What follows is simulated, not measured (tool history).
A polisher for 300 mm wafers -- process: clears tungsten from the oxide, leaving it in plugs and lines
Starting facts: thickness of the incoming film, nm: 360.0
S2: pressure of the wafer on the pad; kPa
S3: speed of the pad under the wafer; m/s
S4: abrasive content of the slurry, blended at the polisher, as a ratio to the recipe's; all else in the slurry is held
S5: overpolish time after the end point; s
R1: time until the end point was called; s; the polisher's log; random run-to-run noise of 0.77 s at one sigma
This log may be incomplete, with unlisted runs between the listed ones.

{"run": 1, "hour": 0.0, "flow of slurry (ml/min)": 295, "S2": 25.5, "S3": 1.2, "S4": 1, "S5": 21, "R1": 74.705}
{"run": 2, "hour": 5.5, "flow of slurry (ml/min)": 250, "S2": 25.5, "S3": 1.2, "S4": 1, "S5": 21, "R1": 74.797}
{"run": 3, "hour": 10.5, "flow of slurry (ml/min)": 250, "S2": 28.3, "S3": 1.22, "S4": 1, "S5": 21, "R1": 67.785}
{"run": 4, "hour": 14.2, "flow of slurry (ml/min)": 250, "S2": 28.3, "S3": 1.22, "S4": 1, "S5": 21, "R1": 66.338}
{"run": 5, "hour": 17.0, "flow of slurry (ml/min)": 250, "S2": 22.8, "S3": 1.22, "S4": 1, "S5": 21, "R1": 81.687}
{"run": 6, "hour": 17.7, "flow of slurry (ml/min)": 250, "S2": 22.8, "S3": 1.22, "S4": 1, "S5": 23, "R1": 81.057}
{"run": 7, "hour": 20.7, "flow of slurry (ml/min)": 250, "S2": 26.2, "S3": 1.24, "S4": 1, "S5": 23, "R1": 70.882}
{"run": 8, "hour": 24.4, "flow of slurry (ml/min)": 250, "S2": 29, "S3": 1.26, "S4": 1, "S5": 23, "R1": 62.341}
{"run": 9, "hour": 25.9, "flow of slurry (ml/min)": 250, "S2": 31, "S3": 1.28, "S4": 1, "S5": 23, "R1": 55.959}
{"run": 10, "hour": 26.5, "flow of slurry (ml/min)": 250, "S2": 37.9, "S3": 1.32, "S4": 1, "S5": 23, "R1": 46.984}

Run 11 is up next; what results do you expect?
{"run": 11, "hour": 31.5, "flow of slurry (ml/min)": 250, "S2": 37.9, "S3": 1.32, "S4": 1, "S5": 23, "R1": "?"}

For run 11 the tool returned R1 47.562 s.
